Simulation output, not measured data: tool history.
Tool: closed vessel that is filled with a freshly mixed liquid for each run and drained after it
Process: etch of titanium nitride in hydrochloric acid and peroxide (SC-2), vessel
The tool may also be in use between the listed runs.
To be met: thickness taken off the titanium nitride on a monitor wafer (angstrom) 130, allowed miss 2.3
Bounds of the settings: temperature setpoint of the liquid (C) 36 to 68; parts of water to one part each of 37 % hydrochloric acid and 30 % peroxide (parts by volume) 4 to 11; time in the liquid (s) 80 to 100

run,hour,temperature setpoint of the liquid (C),parts of water to one part each of 37 % hydrochloric acid and 30 % peroxide (parts by volume),time in the liquid (s),thickness taken off the titanium nitride on a monitor wafer (angstrom)
1,0,52,6,100,53.001
2,1.3,52,7.5,100,43.937
3,10.1,48.5,7.5,100,35.087
4,19.2,50.5,7.5,100,40.521
5,23.8,52.5,7.5,100,45.838
6,29,54,7.5,100,50.259
7,37.8,55.5,7.5,100,55.421
8,42.1,57,7.5,100,60.637
9,43.8,58,7.5,100,65.392
10,47.3,59,7.5,100,69.189
11,54,60,7.5,100,74.057
12,55.9,61,7.5,100,79.48
13,57.1,61.5,7.5,100,81.236
# hour 65.4: chemicals flow meter replaced
14,65.4,62,7.5,100,90.849
15,72.8,62.5,7.5,100,93.867
16,76.9,63,7.5,100,97.076

Which of these 4 next moves meets every target?
A,81,65,6,100,?
B,81,68,7,90,?
C,81,65.5,6.5,100,?
D,81,55,7,95,?

move,thickness taken off the titanium nitride on a monitor wafer (angstrom)
A,129.22
B,123.89
C,125.37
D,58.261
A: meets every target
B: nearer than the last run, and not there yet
C: nearer than the last run, and not there yet
D: further off than the last run
Move A is the one to make.

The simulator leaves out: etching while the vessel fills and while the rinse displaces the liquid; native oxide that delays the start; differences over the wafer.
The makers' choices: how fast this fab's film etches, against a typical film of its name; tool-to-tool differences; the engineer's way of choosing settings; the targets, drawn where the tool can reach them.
